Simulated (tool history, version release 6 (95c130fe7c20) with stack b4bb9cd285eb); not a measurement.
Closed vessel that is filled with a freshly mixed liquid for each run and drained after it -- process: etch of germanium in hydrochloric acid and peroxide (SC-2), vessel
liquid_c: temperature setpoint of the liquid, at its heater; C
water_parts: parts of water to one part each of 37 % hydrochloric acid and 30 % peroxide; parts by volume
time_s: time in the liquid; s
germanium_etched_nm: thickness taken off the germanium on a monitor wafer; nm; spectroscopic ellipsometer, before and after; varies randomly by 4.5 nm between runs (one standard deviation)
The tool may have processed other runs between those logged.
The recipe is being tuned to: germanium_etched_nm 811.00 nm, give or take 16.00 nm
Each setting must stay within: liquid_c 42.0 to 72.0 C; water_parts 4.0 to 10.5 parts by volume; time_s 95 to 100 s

| run | hour | liquid_c | water_parts | time_s | germanium_etched_nm |
|---|---|---|---|---|---|
| 1 | 0.0 | 58.0 | 5.5 | 95 | 540.39 |
| 2 | 5.5 | 61.0 | 5.5 | 95 | 588.51 |
| 3 | 10.3 | 63.5 | 5.5 | 95 | 633.06 |
| 4 | 17.9 | 63.5 | 5.5 | 95 | 633.26 |
| 5 | 19.0 | 60.0 | 5.5 | 95 | 574.75 |
| 6 | 23.1 | 62.5 | 5.5 | 95 | 618.58 |
| 7 | 28.4 | 64.5 | 5.5 | 95 | 650.19 |
| 8 | 36.1 | 66.0 | 5.5 | 95 | 688.87 |
| 9 | 37.2 | 67.0 | 5.5 | 95 | 707.94 |
| 10 | 43.5 | 68.0 | 5.5 | 95 | 727.93 |
| 11 | 50.0 | 69.0 | 5.5 | 95 | 746.63 |
| 12 | 57.1 | 69.5 | 5.5 | 95 | 748.44 |
| 13 | 60.5 | 70.0 | 5.5 | 95 | 767.04 |
| 14 | 62.8 | 70.5 | 5.5 | 95 | 775.43 |
| 15 | 68.8 | 71.0 | 5.5 | 95 | 783.98 |

5 candidate next runs follow, results not yet known. Just one meets every target within its allowed miss. Identify it.
| A | 74.8 | 70.0 | 6.0 | 95 | ? |
| B | 74.8 | 70.5 | 5.0 | 95 | ? |
| C | 74.8 | 72.0 | 6.5 | 100 | ? |
| D | 74.8 | 70.0 | 4.5 | 95 | ? |
| E | 74.8 | 72.0 | 4.5 | 95 | ? |

| move | germanium_etched_nm |
|---|---|
| A | 764.96 |
| B | 782.87 |
| C | 847.09 |
| D | 774.80 |
| E | 819.76 |
A: moves away from the targets compared with the last run
B: roughly where the last run was
C: the result that was furthest off in the last run now lies on the other side of its target
D: moves away from the targets compared with the last run
E: every result within its allowed miss
E meets every target.

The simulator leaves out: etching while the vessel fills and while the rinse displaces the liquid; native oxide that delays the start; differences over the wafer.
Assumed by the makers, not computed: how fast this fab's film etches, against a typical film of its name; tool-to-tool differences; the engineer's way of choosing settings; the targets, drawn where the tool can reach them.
